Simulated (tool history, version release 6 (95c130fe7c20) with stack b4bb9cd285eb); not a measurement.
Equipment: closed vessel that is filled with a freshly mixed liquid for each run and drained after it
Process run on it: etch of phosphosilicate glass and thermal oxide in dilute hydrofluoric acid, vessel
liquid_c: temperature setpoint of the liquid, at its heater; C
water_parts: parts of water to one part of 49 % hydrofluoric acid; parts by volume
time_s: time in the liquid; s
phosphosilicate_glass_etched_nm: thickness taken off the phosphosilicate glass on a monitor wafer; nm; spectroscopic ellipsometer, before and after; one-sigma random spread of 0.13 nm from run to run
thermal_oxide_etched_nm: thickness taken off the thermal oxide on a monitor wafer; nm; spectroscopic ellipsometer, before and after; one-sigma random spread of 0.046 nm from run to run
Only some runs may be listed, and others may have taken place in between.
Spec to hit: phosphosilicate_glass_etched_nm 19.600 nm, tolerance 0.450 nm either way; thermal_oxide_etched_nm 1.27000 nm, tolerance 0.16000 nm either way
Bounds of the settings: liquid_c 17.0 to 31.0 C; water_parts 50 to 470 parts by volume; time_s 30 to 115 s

| run | day | liquid_c | water_parts | time_s | phosphosilicate_glass_etched_nm | thermal_oxide_etched_nm |
|---|---|---|---|---|---|---|
| 1 | 0.000 | 23.0 | 260 | 60 | 15.068 | 1.01950 |
| 2 | 0.225 | 26.0 | 260 | 60 | 16.661 | 1.14730 |
| 3 | 0.525 | 24.0 | 260 | 60 | 15.389 | 1.05530 |
| 4 | 0.600 | 24.0 | 355 | 60 | 10.412 | 0.65532 |
| 5 | 0.871 | 26.5 | 355 | 60 | 11.383 | 0.71669 |
| 6 | 1.212 | 27.5 | 335 | 60 | 12.532 | 0.80361 |
| 7 | 1.371 | 28.0 | 320 | 60 | 13.529 | 0.84282 |
| 8 | 1.738 | 30.5 | 245 | 60 | 21.137 | 1.42010 |
| 9 | 1.829 | 30.0 | 245 | 60 | 20.435 | 1.45470 |
| 10 | 1.900 | 29.5 | 245 | 60 | 20.277 | 1.25730 |

Which of these 4 next moves meets every target?
| A | 1.971 | 28.0 | 210 | 50 | ? | ? |
| B | 1.971 | 29.0 | 170 | 40 | ? | ? |
| C | 1.971 | 23.0 | 205 | 65 | ? | ? |
| D | 1.971 | 31.0 | 180 | 40 | ? | ? |

| move | phosphosilicate_glass_etched_nm | thermal_oxide_etched_nm |
|---|---|---|
| A | 19.392 | 1.28870 |
| B | 20.834 | 1.38450 |
| C | 21.671 | 1.44020 |
| D | 20.847 | 1.38540 |
A: all results land within tolerance of their targets
B: misses by more than the last run did
C: misses by more than the last run did
D: misses by more than the last run did
Correct choice: A, which meets every target
